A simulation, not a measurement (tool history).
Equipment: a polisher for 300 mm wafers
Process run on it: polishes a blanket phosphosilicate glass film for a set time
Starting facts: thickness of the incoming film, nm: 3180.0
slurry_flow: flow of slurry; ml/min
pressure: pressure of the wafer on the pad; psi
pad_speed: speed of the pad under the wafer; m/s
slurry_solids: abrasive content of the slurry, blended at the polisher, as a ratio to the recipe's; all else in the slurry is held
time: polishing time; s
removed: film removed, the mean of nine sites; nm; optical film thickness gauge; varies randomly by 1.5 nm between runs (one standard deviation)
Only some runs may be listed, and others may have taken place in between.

Run 1, hour 0.0: slurry_flow 300 ml/min, pressure 3.4 psi, pad_speed 0.86 m/s, slurry_solids 1.0, time 52 s. Result: removed 492.81 nm.
Run 2, hour 2.6: slurry_flow 300 ml/min, pressure 3.4 psi, pad_speed 0.96 m/s, slurry_solids 1.0, time 52 s. Result: removed 531.55 nm.
Run 3, hour 5.6: slurry_flow 300 ml/min, pressure 3.4 psi, pad_speed 0.96 m/s, slurry_solids 0.8, time 52 s. Result: removed 493.83 nm.
Run 4, hour 11.1: slurry_flow 300 ml/min, pressure 3.1 psi, pad_speed 0.96 m/s, slurry_solids 0.8, time 52 s. Result: removed 457.68 nm.
Run 5, hour 14.6: slurry_flow 295 ml/min, pressure 2.8 psi, pad_speed 0.92 m/s, slurry_solids 0.8, time 52 s. Result: removed 409.38 nm.
Run 6, hour 16.6: slurry_flow 295 ml/min, pressure 2.8 psi, pad_speed 0.92 m/s, slurry_solids 0.8, time 52 s. Result: removed 408.40 nm.
Run 7, hour 24.0: slurry_flow 275 ml/min, pressure 1.8 psi, pad_speed 0.76 m/s, slurry_solids 0.8, time 52 s. Result: removed 254.43 nm.
Run 8, hour 25.2: slurry_flow 270 ml/min, pressure 1.8 psi, pad_speed 0.76 m/s, slurry_solids 0.8, time 52 s. Result: removed 257.85 nm.
Run 9, hour 29.8: slurry_flow 270 ml/min, pressure 1.8 psi, pad_speed 0.76 m/s, slurry_solids 0.8, time 52 s. Result: removed 254.96 nm.

Predict the results of run 10:
Run 10, hour 35.4: slurry_flow 265 ml/min, pressure 1.8 psi, pad_speed 0.76 m/s, slurry_solids 0.8, time 52 s. Result: removed ?.

removed: 255.12 nm

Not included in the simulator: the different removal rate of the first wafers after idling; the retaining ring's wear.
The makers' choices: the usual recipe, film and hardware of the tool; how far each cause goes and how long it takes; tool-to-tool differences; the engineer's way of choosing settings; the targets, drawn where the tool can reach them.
